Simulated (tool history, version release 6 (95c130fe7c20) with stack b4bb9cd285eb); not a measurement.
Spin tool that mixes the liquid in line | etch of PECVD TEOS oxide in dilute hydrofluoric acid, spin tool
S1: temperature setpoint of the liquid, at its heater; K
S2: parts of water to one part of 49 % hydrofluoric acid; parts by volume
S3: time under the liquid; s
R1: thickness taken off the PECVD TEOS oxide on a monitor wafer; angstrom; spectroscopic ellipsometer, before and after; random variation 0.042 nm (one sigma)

run,hour,S1,S2,S3,R1
1,0,296.15,180,85,62.579
2,5.4,296.15,180,90,65.934
3,7.4,296.15,230,90,50.289
4,15.1,295.65,230,90,48.744
5,17.3,295.15,230,90,47.809
6,18.2,295.15,230,90,48.567
7,23.7,294.65,230,90,47.167

Forecast run 8:
8,29,294.15,230,90,?

{"run 8": {"R1": 46.359}}
